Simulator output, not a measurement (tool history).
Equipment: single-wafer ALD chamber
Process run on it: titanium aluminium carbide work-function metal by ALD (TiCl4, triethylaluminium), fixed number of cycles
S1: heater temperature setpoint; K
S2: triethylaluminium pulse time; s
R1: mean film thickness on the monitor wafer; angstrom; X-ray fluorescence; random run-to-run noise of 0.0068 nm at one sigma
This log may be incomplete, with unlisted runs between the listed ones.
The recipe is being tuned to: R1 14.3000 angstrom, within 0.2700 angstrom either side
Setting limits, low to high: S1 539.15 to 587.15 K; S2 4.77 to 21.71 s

{"run": 1, "day": 0.0, "S1": 563.15, "S2": 13.24, "R1": 17.803}
{"run": 2, "day": 0.35, "S1": 563.15, "S2": 10.52, "R1": 17.327}
{"run": 3, "day": 0.533, "S1": 571.15, "S2": 10.52, "R1": 18.053}
{"run": 4, "day": 0.558, "S1": 571.15, "S2": 7.28, "R1": 15.639}
{"run": 5, "day": 0.604, "S1": 563.15, "S2": 7.28, "R1": 15.029}
{"run": 6, "day": 0.792, "S1": 573.15, "S2": 7.28, "R1": 15.734}
{"run": 7, "day": 1.033, "S1": 561.15, "S2": 4.87, "R1": 8.6546}
{"run": 8, "day": 1.104, "S1": 565.15, "S2": 4.88, "R1": 8.7688}
{"run": 9, "day": 1.421, "S1": 570.15, "S2": 4.92, "R1": 9.2306}
{"run": 10, "day": 1.733, "S1": 574.15, "S2": 5.46, "R1": 11.581}
{"run": 11, "day": 2.008, "S1": 577.15, "S2": 5.53, "R1": 11.889}
{"run": 12, "day": 2.2, "S1": 579.15, "S2": 5.69, "R1": 12.587}
{"run": 13, "day": 2.529, "S1": 581.15, "S2": 5.76, "R1": 12.793}

Exercise: of the 5 proposed moves below, exactly one satisfies all targets within the stated allowed misses. Which move is it?
{"run": "A", "day": 2.858, "S1": 582.15, "S2": 6.42, "R1": "?"}
{"run": "B", "day": 2.858, "S1": 575.15, "S2": 6.24, "R1": "?"}
{"run": "C", "day": 2.858, "S1": 582.15, "S2": 6.48, "R1": "?"}
{"run": "D", "day": 2.858, "S1": 574.15, "S2": 6.44, "R1": "?"}
{"run": "E", "day": 2.858, "S1": 586.15, "S2": 6.3, "R1": "?"}

move=A R1=14.7750
move=B R1=13.8880
move=C R1=14.9110
move=D R1=14.2820
move=E R1=14.7570
A: carries the result that was furthest off beyond its target, to the other side
B: closer than the last run, but not yet in spec
C: carries the result that was furthest off beyond its target, to the other side
D: all results in spec
E: carries the result that was furthest off beyond its target, to the other side
Go with D: it meets all targets.
